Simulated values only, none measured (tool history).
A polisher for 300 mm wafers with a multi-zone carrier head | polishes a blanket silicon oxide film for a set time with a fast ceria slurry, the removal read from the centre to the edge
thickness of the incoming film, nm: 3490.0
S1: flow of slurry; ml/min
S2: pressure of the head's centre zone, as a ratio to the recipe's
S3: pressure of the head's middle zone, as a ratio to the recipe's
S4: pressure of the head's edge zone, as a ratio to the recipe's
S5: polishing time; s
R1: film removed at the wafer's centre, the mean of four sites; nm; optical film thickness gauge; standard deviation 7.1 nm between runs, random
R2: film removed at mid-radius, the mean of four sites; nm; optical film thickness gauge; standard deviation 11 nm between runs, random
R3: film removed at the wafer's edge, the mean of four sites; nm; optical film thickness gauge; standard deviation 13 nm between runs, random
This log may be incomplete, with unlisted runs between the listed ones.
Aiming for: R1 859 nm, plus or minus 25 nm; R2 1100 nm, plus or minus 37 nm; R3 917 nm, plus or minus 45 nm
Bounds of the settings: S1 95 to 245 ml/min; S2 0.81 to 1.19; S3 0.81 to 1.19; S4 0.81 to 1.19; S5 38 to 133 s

run    day   S1    S2    S3    S4  S5      R1      R2      R3
  1      0  155     1     1     1  85    1126    1173  1125.8
  2  0.317  155     1  1.08     1  85  1149.4  1267.1  1118.9
  3    0.4  155  0.94  1.08     1  85  1098.3  1244.4  1112.1
  4  0.742  145  0.91   1.1  0.98  83  1023.2  1210.7  1088.8
  5  0.921  145  0.91  1.17  0.98  83  1020.5  1287.1  1075.2
  6  1.188  145  0.91  1.17  0.95  83  1028.2  1312.7  1053.9
  7  1.429  110  0.83  1.07  0.87  75  817.99  1014.3  906.12
  8  1.504  120  0.83  1.08  0.87  75  833.92  1060.1  931.69

Which of these 4 next moves meets every target?
  A  1.579  125  0.81  1.07  0.99  73   ?   ?   ?
  B  1.579  125  0.86  1.13  0.89  75   ?   ?   ?
  C  1.579  140  0.86  0.98  0.91  75   ?   ?   ?
  D  1.579  120  0.81  0.98  0.92  78   ?   ?   ?

move      R1      R2      R3
   A  795.64  1029.1  927.81
   B  855.09  1107.8  918.69
   C  873.83  1001.1   940.5
   D   842.3  1013.1   962.8
A: further off than the last run
B: all results land within tolerance of their targets
C: further off than the last run
D: further off than the last run
Answer: B
